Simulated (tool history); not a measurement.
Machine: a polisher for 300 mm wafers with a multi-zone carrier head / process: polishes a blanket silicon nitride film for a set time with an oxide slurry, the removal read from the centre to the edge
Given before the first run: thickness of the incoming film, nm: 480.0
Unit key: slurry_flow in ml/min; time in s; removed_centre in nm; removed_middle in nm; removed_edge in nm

| run | hour | slurry_flow | centre_zone | middle_zone | edge_zone | slurry_solids | time | removed_centre | removed_middle | removed_edge |
|---|---|---|---|---|---|---|---|---|---|---|
| 1 | 0 | 195 | 1 | 1 | 1 | 1 | 76 | 67.012 | 64.941 | 64.135 |
| 2 | 4.4 | 195 | 1 | 1 | 1 | 1 | 66 | 57.415 | 56.824 | 55.697 |
| 3 | 10.2 | 195 | 1 | 1 | 1 | 0.85 | 66 | 54.655 | 53.257 | 52.673 |
| 4 | 16.9 | 200 | 1.03 | 0.98 | 1.04 | 1 | 67 | 59.698 | 57.081 | 57.748 |
| 5 | 22.3 | 200 | 1.03 | 0.98 | 1.04 | 1.15 | 67 | 64.93 | 59.3 | 61.827 |
| 6 | 24 | 210 | 1.05 | 0.98 | 1.07 | 1.25 | 67 | 66.997 | 61.785 | 64.48 |
| 7 | 28.5 | 210 | 1.07 | 0.97 | 1.08 | 1.3 | 68 | 70.615 | 63.086 | 67.053 |

Run 8 has not been measured yet. What should we expect?
| 8 | 33.3 | 215 | 1.09 | 0.96 | 1.09 | 1.35 | 69 | ? | ? | ? |

removed_centre: 75.165 nm
removed_middle: 62.96 nm
removed_edge: 69.265 nm
